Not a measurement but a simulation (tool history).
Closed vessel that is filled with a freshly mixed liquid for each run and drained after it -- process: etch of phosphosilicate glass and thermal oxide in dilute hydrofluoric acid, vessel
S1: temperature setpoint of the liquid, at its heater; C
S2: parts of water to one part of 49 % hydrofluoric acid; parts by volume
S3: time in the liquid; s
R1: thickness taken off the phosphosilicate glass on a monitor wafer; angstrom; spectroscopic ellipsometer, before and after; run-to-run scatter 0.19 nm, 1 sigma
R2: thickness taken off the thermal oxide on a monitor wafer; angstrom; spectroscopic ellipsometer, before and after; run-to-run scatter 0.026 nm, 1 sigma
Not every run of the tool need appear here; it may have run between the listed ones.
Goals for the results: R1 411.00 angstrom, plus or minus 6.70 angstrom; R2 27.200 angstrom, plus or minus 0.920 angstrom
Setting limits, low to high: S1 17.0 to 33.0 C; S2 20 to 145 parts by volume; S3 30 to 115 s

| run | hour | S1 | S2 | S3 | R1 | R2 |
|---|---|---|---|---|---|---|
| 1 | 0.0 | 25.0 | 80 | 60 | 539.69 | 36.172 |
| 2 | 4.3 | 25.0 | 80 | 50 | 450.92 | 30.223 |
| 3 | 13.2 | 24.5 | 80 | 50 | 440.57 | 29.151 |
| 4 | 22.4 | 24.5 | 80 | 35 | 310.98 | 20.569 |
| 5 | 27.0 | 26.0 | 80 | 35 | 329.26 | 21.650 |
| 6 | 29.7 | 24.5 | 80 | 35 | 309.63 | 20.723 |
| 7 | 36.4 | 26.0 | 80 | 35 | 327.04 | 21.669 |
| 8 | 37.7 | 27.5 | 80 | 35 | 348.55 | 22.777 |
| 9 | 45.4 | 31.5 | 75 | 35 | 437.14 | 29.563 |
| 10 | 48.1 | 31.0 | 75 | 35 | 430.71 | 28.009 |
| 11 | 53.1 | 30.5 | 75 | 35 | 421.51 | 27.782 |

Exactly one of the 4 candidate moves below puts every result within its allowed miss. Which one?
| A | 58.1 | 32.0 | 70 | 30 | ? | ? |
| B | 58.1 | 29.5 | 115 | 60 | ? | ? |
| C | 58.1 | 27.5 | 90 | 45 | ? | ? |
| D | 58.1 | 25.0 | 140 | 90 | ? | ? |

| move | R1 | R2 |
|---|---|---|
| A | 416.56 | 27.017 |
| B | 433.50 | 28.116 |
| C | 397.68 | 25.793 |
| D | 437.01 | 28.343 |
A: all results in spec
B: misses by more than the last run did
C: moves the result that the last run missed by most past its target, out the other side
D: misses by more than the last run did
Answer: A
